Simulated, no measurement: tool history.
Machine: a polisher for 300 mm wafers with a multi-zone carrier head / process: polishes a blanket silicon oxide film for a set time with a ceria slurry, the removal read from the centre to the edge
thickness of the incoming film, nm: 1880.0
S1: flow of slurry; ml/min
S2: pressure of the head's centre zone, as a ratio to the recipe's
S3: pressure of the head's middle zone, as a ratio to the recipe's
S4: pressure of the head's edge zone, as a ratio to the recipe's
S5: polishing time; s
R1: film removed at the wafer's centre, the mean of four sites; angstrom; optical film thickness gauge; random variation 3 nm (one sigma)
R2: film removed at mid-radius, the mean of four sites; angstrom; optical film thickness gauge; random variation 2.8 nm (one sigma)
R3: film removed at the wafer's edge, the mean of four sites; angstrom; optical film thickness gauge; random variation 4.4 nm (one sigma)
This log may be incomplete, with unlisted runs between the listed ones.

{"run": 1, "day": 0.0, "S1": 220, "S2": 1, "S3": 1, "S4": 1, "S5": 48, "R1": 2127, "R2": 2126.5, "R3": 2184.5}
{"run": 2, "day": 0.071, "S1": 175, "S2": 1, "S3": 1, "S4": 1, "S5": 48, "R1": 2137.3, "R2": 2083.2, "R3": 2199.2}
{"run": 3, "day": 0.275, "S1": 170, "S2": 1.02, "S3": 1, "S4": 1.03, "S5": 51, "R1": 2280.1, "R2": 2203.6, "R3": 2382.2}
{"run": 4, "day": 0.346, "S1": 170, "S2": 1.02, "S3": 1, "S4": 0.96, "S5": 51, "R1": 2280.9, "R2": 2214.5, "R3": 2284.9}
{"run": 5, "day": 0.55, "S1": 165, "S2": 1.05, "S3": 1, "S4": 0.99, "S5": 53, "R1": 2458.6, "R2": 2324, "R3": 2442.1}
{"day": 0.858, "done": "edge zone pressure recalibrated"}
{"run": 6, "day": 0.858, "S1": 165, "S2": 1.05, "S3": 1, "S4": 0.91, "S5": 53, "R1": 2430.4, "R2": 2261.1, "R3": 2223.3}
{"run": 7, "day": 1.062, "S1": 160, "S2": 1.08, "S3": 1, "S4": 0.96, "S5": 54, "R1": 2524.5, "R2": 2362, "R3": 2306.7}
{"run": 8, "day": 1.304, "S1": 160, "S2": 1.08, "S3": 1, "S4": 0.96, "S5": 54, "R1": 2563.4, "R2": 2330.6, "R3": 2318.5}
{"run": 9, "day": 1.425, "S1": 210, "S2": 1.11, "S3": 0.96, "S4": 1.06, "S5": 61, "R1": 3028.2, "R2": 2627.3, "R3": 2784.5}
{"run": 10, "day": 1.546, "S1": 205, "S2": 1.11, "S3": 0.95, "S4": 1.08, "S5": 61, "R1": 3019.9, "R2": 2555.3, "R3": 2823.4}

For run 11, what comes out?
{"run": 11, "day": 1.638, "S1": 200, "S2": 1.11, "S3": 0.95, "S4": 1.09, "S5": 61, "R1": "?", "R2": "?", "R3": "?"}

Run 11 came out at R1 3029.4 angstrom, R2 2563.4 angstrom, R3 2780.1 angstrom.
